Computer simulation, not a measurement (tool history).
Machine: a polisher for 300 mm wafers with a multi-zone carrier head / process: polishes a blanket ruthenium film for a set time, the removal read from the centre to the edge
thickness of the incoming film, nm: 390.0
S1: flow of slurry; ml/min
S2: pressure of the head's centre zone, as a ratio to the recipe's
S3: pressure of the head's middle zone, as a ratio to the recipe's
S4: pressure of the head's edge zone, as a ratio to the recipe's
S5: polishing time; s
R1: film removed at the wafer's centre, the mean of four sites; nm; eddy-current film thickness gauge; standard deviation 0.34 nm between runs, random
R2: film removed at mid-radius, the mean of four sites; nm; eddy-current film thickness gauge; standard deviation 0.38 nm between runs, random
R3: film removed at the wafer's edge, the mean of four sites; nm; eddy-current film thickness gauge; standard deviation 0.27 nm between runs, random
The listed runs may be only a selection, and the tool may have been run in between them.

run    day   S1    S2    S3    S4  S5      R1      R2      R3
  1  0.000  305  1.00  1.00  1.00  61  53.453  52.914  52.450
  2  0.296  305  0.92  1.00  1.00  61  49.669  52.992  53.056
  3  0.533  305  0.92  1.04  1.00  61  50.703  55.546  52.651
  4  0.671  295  0.90  1.00  0.99  55  42.765  47.980  47.034
  5  0.975  290  0.90  0.96  0.98  51  40.813  41.974  43.923
  6  1.154  290  0.83  0.96  0.98  51  37.260  42.931  43.534
  7  1.304  280  0.83  0.94  0.98  47  33.610  37.359  40.648
  8  1.396  270  0.83  0.93  0.96  45  32.588  36.464  38.438

Run 9 has not been measured yet. What should we expect?
  9  1.558  265  0.81  0.85  0.99  34   ?   ?   ?

R1: 24.132 nm
R2: 26.027 nm
R3: 29.001 nm
